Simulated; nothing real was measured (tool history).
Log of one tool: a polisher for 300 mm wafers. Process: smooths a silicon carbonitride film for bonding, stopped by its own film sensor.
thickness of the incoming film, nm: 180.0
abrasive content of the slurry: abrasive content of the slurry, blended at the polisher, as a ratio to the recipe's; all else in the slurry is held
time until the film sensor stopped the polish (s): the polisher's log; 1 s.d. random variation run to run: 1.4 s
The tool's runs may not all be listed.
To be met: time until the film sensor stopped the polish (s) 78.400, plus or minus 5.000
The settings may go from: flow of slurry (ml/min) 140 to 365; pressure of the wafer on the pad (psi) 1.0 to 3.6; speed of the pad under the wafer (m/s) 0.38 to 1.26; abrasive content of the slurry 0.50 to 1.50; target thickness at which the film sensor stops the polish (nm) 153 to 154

run	hour	flow of slurry (ml/min)	pressure of the wafer on the pad (psi)	speed of the pad under the wafer (m/s)	abrasive content of the slurry	target thickness at which the film sensor stops the polish (nm)	time until the film sensor stopped the polish (s)
1	0.0	235	2.3	0.82	1.00	154	123.430
2	8.3	235	2.3	0.82	0.80	154	138.840
3	17.2	235	2.3	0.82	0.95	154	132.690
4	19.3	235	2.3	0.82	1.10	154	120.130
5	21.8	235	2.3	0.82	1.00	154	124.860
6	27.1	235	2.3	0.82	0.90	154	134.360
7	36.1	235	2.6	0.84	0.90	154	116.740
8	40.9	235	2.8	0.86	0.90	154	107.660
9	49.7	235	3.0	0.88	0.90	154	99.218
10	54.4	235	3.1	0.90	0.90	154	95.103
11	59.9	235	3.2	0.92	0.90	154	86.590
12	60.6	235	3.3	0.92	0.90	154	88.496

Of the 5 settings listed for the next run, only one would bring every result within its allowed miss of target. Which one?
A	61.3	220	3.6	0.96	0.85	154	?
B	61.3	280	3.6	0.86	1.25	154	?
C	61.3	270	3.6	1.04	0.95	154	?
D	61.3	270	3.2	0.90	1.00	153	?
E	61.3	215	3.2	0.78	0.85	153	?

move	time until the film sensor stopped the polish (s)
A	78.833
B	69.236
C	69.049
D	86.631
E	105.820
A: meets every target
B: the result that was furthest off in the last run now lies on the other side of its target
C: the result that was furthest off in the last run now lies on the other side of its target
D: closer than the last run, but not yet in spec
E: the biggest miss grows against the last run
Go with A: it meets all targets.
